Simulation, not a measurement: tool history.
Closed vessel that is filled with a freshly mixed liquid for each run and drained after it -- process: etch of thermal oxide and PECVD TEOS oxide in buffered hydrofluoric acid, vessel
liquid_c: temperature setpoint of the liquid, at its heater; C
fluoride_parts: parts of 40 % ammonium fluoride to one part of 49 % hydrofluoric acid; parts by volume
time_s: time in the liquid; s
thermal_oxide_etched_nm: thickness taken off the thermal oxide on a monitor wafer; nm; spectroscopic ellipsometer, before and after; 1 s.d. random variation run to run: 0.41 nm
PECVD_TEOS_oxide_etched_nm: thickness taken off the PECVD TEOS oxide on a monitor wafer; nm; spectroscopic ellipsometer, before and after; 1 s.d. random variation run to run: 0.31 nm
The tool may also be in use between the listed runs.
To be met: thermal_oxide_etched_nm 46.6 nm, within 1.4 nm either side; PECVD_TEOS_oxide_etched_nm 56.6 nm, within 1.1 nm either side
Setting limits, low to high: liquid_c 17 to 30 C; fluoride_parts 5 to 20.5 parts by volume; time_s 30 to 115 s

Run 1, hour 0: liquid_c 22 C, fluoride_parts 12.5 parts by volume, time_s 60 s. Result: thermal_oxide_etched_nm 53.337 nm, PECVD_TEOS_oxide_etched_nm 64.679 nm.
Run 2, hour 2.1: liquid_c 22 C, fluoride_parts 12.5 parts by volume, time_s 80 s. Result: thermal_oxide_etched_nm 70.824 nm, PECVD_TEOS_oxide_etched_nm 85.375 nm.
Run 3, hour 10.1: liquid_c 21 C, fluoride_parts 13 parts by volume, time_s 80 s. Result: thermal_oxide_etched_nm 64.314 nm, PECVD_TEOS_oxide_etched_nm 77.882 nm.
Run 4, hour 19: liquid_c 21 C, fluoride_parts 13 parts by volume, time_s 65 s. Result: thermal_oxide_etched_nm 52.233 nm, PECVD_TEOS_oxide_etched_nm 63.165 nm.
Run 5, hour 25.9: liquid_c 19.5 C, fluoride_parts 13 parts by volume, time_s 65 s. Result: thermal_oxide_etched_nm 48.47 nm, PECVD_TEOS_oxide_etched_nm 58.694 nm.
Run 6, hour 34.6: liquid_c 19.5 C, fluoride_parts 15.5 parts by volume, time_s 65 s. Result: thermal_oxide_etched_nm 40.048 nm, PECVD_TEOS_oxide_etched_nm 48.74 nm.
Run 7, hour 41.7: liquid_c 20 C, fluoride_parts 15.5 parts by volume, time_s 65 s. Result: thermal_oxide_etched_nm 41.265 nm, PECVD_TEOS_oxide_etched_nm 50.699 nm.
Run 8, hour 48.4: liquid_c 20.5 C, fluoride_parts 15.5 parts by volume, time_s 65 s. Result: thermal_oxide_etched_nm 42.833 nm, PECVD_TEOS_oxide_etched_nm 52.424 nm.
Run 9, hour 56.9: liquid_c 21 C, fluoride_parts 15.5 parts by volume, time_s 65 s. Result: thermal_oxide_etched_nm 43.762 nm, PECVD_TEOS_oxide_etched_nm 53.961 nm.

4 next moves are on the table. One of them brings every result within its allowed miss. Which?
Run A, hour 65.4: liquid_c 23.5 C, fluoride_parts 19 parts by volume, time_s 70 s. Result: thermal_oxide_etched_nm ?, PECVD_TEOS_oxide_etched_nm ?.
Run B, hour 65.4: liquid_c 24 C, fluoride_parts 17 parts by volume, time_s 60 s. Result: thermal_oxide_etched_nm ?, PECVD_TEOS_oxide_etched_nm ?.
Run C, hour 65.4: liquid_c 21 C, fluoride_parts 17 parts by volume, time_s 75 s. Result: thermal_oxide_etched_nm ?, PECVD_TEOS_oxide_etched_nm ?.
Run D, hour 65.4: liquid_c 18.5 C, fluoride_parts 13.5 parts by volume, time_s 65 s. Result: thermal_oxide_etched_nm ?, PECVD_TEOS_oxide_etched_nm ?.

move  thermal_oxide_etched_nm  PECVD_TEOS_oxide_etched_nm
   A                   44.407                      54.116
   B                   43.652                      53.197
   C                   46.238                      56.347
   D                   43.689                      53.241
A: an improvement on the last run, though not all results are within tolerance
B: further off than the last run
C: all results in spec
D: further off than the last run
So the answer is move C, the one that meets all the targets.
